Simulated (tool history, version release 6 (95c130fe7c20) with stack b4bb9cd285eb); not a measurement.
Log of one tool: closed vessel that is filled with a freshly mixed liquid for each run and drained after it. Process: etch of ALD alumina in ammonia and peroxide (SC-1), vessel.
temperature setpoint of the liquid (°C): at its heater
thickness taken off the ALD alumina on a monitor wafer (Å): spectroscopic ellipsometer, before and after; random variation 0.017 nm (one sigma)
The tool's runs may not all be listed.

run	hour	temperature setpoint of the liquid (°C)	parts of 29 % ammonia solution to one part of 30 % peroxide (parts by volume)	time in the liquid (s)	thickness taken off the ALD alumina on a monitor wafer (Å)
1	0.0	59.0	0.40	30	33.576
2	4.9	58.0	0.40	30	31.688
3	13.0	58.0	0.55	30	32.558
4	19.2	57.0	0.55	30	31.172
5	20.2	57.0	0.60	30	31.461
6	28.6	57.0	0.60	30	31.393
7	32.6	56.5	0.60	30	30.025
8	33.9	56.0	0.60	30	29.600

Forecast run 9:
9	41.9	55.5	0.60	30	?

{"run 9": {"thickness taken off the ALD alumina on a monitor wafer (Å)": 28.85}}
